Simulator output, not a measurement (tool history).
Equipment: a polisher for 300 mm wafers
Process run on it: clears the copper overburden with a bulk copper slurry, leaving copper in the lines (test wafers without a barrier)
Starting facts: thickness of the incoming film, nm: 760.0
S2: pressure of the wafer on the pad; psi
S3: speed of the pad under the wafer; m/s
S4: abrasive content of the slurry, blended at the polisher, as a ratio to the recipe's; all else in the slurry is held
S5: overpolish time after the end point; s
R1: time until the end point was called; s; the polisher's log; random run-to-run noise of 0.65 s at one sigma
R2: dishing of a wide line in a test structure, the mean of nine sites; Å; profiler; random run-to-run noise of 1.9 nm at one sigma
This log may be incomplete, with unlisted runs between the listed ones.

{"run": 1, "hour": 0.0, "flow of slurry (ml/min)": 245, "S2": 3.2, "S3": 1.3, "S4": 1, "S5": 25, "R1": 57.072, "R2": 907.07}
{"run": 2, "hour": 1.4, "flow of slurry (ml/min)": 245, "S2": 3.2, "S3": 1.3, "S4": 1.1, "S5": 25, "R1": 56.283, "R2": 928.21}
{"run": 3, "hour": 6.4, "flow of slurry (ml/min)": 245, "S2": 2.7, "S3": 1.3, "S4": 1.1, "S5": 25, "R1": 65.944, "R2": 840.23}
{"run": 4, "hour": 7.0, "flow of slurry (ml/min)": 245, "S2": 2.7, "S3": 0.98, "S4": 1.1, "S5": 25, "R1": 85.136, "R2": 834.74}
{"run": 5, "hour": 15.6, "flow of slurry (ml/min)": 245, "S2": 3.2, "S3": 0.98, "S4": 1.1, "S5": 25, "R1": 73.562, "R2": 893.67}
{"run": 6, "hour": 17.2, "flow of slurry (ml/min)": 245, "S2": 3.2, "S3": 0.98, "S4": 1.1, "S5": 35, "R1": 72.418, "R2": 877.16}
{"run": 7, "hour": 21.1, "flow of slurry (ml/min)": 245, "S2": 3.1, "S3": 1, "S4": 1.05, "S5": 38, "R1": 75.194, "R2": 869.17}
{"run": 8, "hour": 28.2, "flow of slurry (ml/min)": 250, "S2": 3, "S3": 1.04, "S4": 1, "S5": 39, "R1": 74.612, "R2": 932.81}
{"run": 9, "hour": 29.0, "flow of slurry (ml/min)": 235, "S2": 3, "S3": 1.04, "S4": 1.05, "S5": 38, "R1": 74.348, "R2": 940.94}
{"run": 10, "hour": 36.7, "flow of slurry (ml/min)": 250, "S2": 3, "S3": 1.04, "S4": 1.05, "S5": 37, "R1": 73.795, "R2": 944.27}
{"run": 11, "hour": 42.1, "flow of slurry (ml/min)": 235, "S2": 3, "S3": 1.04, "S4": 1.05, "S5": 35, "R1": 74.102, "R2": 921.86}

Run 12 comes next. What will it give?
{"run": 12, "hour": 44.3, "flow of slurry (ml/min)": 250, "S2": 3, "S3": 1.04, "S4": 1.1, "S5": 33, "R1": "?", "R2": "?"}

Run 12 came out at R1 74.162 s, R2 864.31 Å.
